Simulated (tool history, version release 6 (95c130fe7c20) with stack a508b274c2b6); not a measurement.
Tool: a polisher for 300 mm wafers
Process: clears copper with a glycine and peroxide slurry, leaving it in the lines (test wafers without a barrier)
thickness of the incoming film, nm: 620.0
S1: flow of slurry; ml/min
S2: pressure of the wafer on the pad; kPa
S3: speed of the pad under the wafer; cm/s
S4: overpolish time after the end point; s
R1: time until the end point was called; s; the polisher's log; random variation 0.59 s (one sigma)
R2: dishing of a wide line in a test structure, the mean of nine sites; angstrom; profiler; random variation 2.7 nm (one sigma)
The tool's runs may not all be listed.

{"run": 1, "hour": 0.0, "S1": 225, "S2": 21.4, "S3": 104, "S4": 22, "R1": 100.38, "R2": 767.91}
{"run": 2, "hour": 2.1, "S1": 225, "S2": 24.1, "S3": 104, "S4": 23, "R1": 91.246, "R2": 826.21}
{"run": 3, "hour": 7.1, "S1": 225, "S2": 19.3, "S3": 104, "S4": 23, "R1": 112.18, "R2": 742.22}
{"run": 4, "hour": 8.2, "S1": 225, "S2": 19.3, "S3": 130, "S4": 23, "R1": 91.765, "R2": 833.51}
{"run": 5, "hour": 9.3, "S1": 225, "S2": 19.3, "S3": 130, "S4": 32, "R1": 93.789, "R2": 966.9}
{"run": 6, "hour": 11.0, "S1": 225, "S2": 21.4, "S3": 130, "S4": 31, "R1": 85.928, "R2": 1006.5}

The next listed run, before its measurement:
{"run": 7, "hour": 16.2, "S1": 225, "S2": 23.4, "S3": 130, "S4": 30, "R1": "?", "R2": "?"}

Run 7 gave R1 78.839 s, R2 1046.70 angstrom.
